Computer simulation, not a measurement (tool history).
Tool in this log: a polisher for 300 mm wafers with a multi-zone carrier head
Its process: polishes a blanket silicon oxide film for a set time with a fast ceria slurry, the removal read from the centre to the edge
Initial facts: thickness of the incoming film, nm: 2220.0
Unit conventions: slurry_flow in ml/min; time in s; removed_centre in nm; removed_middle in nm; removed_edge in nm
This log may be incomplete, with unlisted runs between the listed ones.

{"run": 1, "hour": 0.0, "slurry_flow": 185, "centre_zone": 1, "middle_zone": 1, "edge_zone": 1, "time": 37, "removed_centre": 653.09, "removed_middle": 639.65, "removed_edge": 656.52}
{"run": 2, "hour": 5.5, "slurry_flow": 185, "centre_zone": 1, "middle_zone": 1, "edge_zone": 0.93, "time": 37, "removed_centre": 664.08, "removed_middle": 646.66, "removed_edge": 631.04}
{"run": 3, "hour": 6.2, "slurry_flow": 195, "centre_zone": 1, "middle_zone": 1.03, "edge_zone": 0.97, "time": 39, "removed_centre": 710, "removed_middle": 700.07, "removed_edge": 677.47}
{"run": 4, "hour": 14.6, "slurry_flow": 195, "centre_zone": 1, "middle_zone": 1.03, "edge_zone": 0.97, "time": 33, "removed_centre": 596.38, "removed_middle": 603.71, "removed_edge": 585.83}
{"run": 5, "hour": 18.8, "slurry_flow": 205, "centre_zone": 0.99, "middle_zone": 1.06, "edge_zone": 1.01, "time": 36, "removed_centre": 644.1, "removed_middle": 665.08, "removed_edge": 641.56}
{"run": 6, "hour": 27.6, "slurry_flow": 205, "centre_zone": 0.99, "middle_zone": 1.06, "edge_zone": 1.01, "time": 29, "removed_centre": 524.64, "removed_middle": 542.79, "removed_edge": 525.41}
{"run": 7, "hour": 34.0, "slurry_flow": 200, "centre_zone": 0.98, "middle_zone": 1.08, "edge_zone": 1.03, "time": 33, "removed_centre": 580.84, "removed_middle": 621.05, "removed_edge": 598.93}
{"run": 8, "hour": 35.7, "slurry_flow": 195, "centre_zone": 0.98, "middle_zone": 1.1, "edge_zone": 1.05, "time": 36, "removed_centre": 637.72, "removed_middle": 691.71, "removed_edge": 652.25}
{"run": 9, "hour": 38.1, "slurry_flow": 190, "centre_zone": 0.97, "middle_zone": 1.11, "edge_zone": 1.07, "time": 38, "removed_centre": 656.17, "removed_middle": 724.66, "removed_edge": 700.74}
{"run": 10, "hour": 42.7, "slurry_flow": 195, "centre_zone": 0.97, "middle_zone": 1.12, "edge_zone": 1.09, "time": 40, "removed_centre": 703.84, "removed_middle": 775.11, "removed_edge": 738.6}
{"run": 11, "hour": 44.5, "slurry_flow": 195, "centre_zone": 0.96, "middle_zone": 1.13, "edge_zone": 1.11, "time": 41, "removed_centre": 703.33, "removed_middle": 793.02, "removed_edge": 767.54}
{"run": 12, "hour": 51.5, "slurry_flow": 200, "centre_zone": 0.96, "middle_zone": 1.14, "edge_zone": 1.12, "time": 42, "removed_centre": 738.88, "removed_middle": 830.29, "removed_edge": 779.26}
{"run": 13, "hour": 58.6, "slurry_flow": 195, "centre_zone": 0.96, "middle_zone": 1.15, "edge_zone": 1.13, "time": 43, "removed_centre": 751.04, "removed_middle": 841.98, "removed_edge": 804.19}
{"run": 14, "hour": 67.1, "slurry_flow": 200, "centre_zone": 0.95, "middle_zone": 1.16, "edge_zone": 1.14, "time": 44, "removed_centre": 757.84, "removed_middle": 878.67, "removed_edge": 847.18}

For run 15, what comes out?
{"run": 15, "hour": 74.6, "slurry_flow": 210, "centre_zone": 0.95, "middle_zone": 1.17, "edge_zone": 1.14, "time": 44, "removed_centre": "?", "removed_middle": "?", "removed_edge": "?"}

Run 15 gave removed_centre 767.77 nm, removed_middle 901.27 nm, removed_edge 832.82 nm.
